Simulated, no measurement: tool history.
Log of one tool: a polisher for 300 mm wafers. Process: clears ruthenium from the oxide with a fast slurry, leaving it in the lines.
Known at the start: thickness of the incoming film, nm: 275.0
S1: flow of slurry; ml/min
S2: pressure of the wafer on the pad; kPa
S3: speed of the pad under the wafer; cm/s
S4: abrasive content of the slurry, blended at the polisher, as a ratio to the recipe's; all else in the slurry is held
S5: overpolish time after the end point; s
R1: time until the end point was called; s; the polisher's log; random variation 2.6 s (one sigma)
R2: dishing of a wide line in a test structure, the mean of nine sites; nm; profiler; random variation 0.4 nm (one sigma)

{"run": 1, "day": 0.0, "S1": 230, "S2": 11.7, "S3": 106, "S4": 1, "S5": 20, "R1": 129.9, "R2": 37.501}
{"run": 2, "day": 0.242, "S1": 225, "S2": 10.3, "S3": 106, "S4": 1, "S5": 22, "R1": 142.54, "R2": 36.918}
{"run": 3, "day": 0.521, "S1": 225, "S2": 10.3, "S3": 106, "S4": 1.15, "S5": 22, "R1": 131.41, "R2": 39.365}
{"run": 4, "day": 0.775, "S1": 225, "S2": 9, "S3": 104, "S4": 1.15, "S5": 24, "R1": 150.79, "R2": 38.746}
{"run": 5, "day": 0.946, "S1": 225, "S2": 9, "S3": 78, "S4": 1.15, "S5": 24, "R1": 194.04, "R2": 30.947}
{"run": 6, "day": 1.033, "S1": 225, "S2": 9, "S3": 78, "S4": 1.15, "S5": 26, "R1": 193.76, "R2": 33.192}
{"run": 7, "day": 1.2, "S1": 225, "S2": 9, "S3": 78, "S4": 1.15, "S5": 27, "R1": 191.81, "R2": 34.607}

Forecast run 8:
{"run": 8, "day": 1.479, "S1": 225, "S2": 9, "S3": 78, "S4": 1.15, "S5": 28, "R1": "?", "R2": "?"}

R1: 193.22 s
R2: 34.774 nm

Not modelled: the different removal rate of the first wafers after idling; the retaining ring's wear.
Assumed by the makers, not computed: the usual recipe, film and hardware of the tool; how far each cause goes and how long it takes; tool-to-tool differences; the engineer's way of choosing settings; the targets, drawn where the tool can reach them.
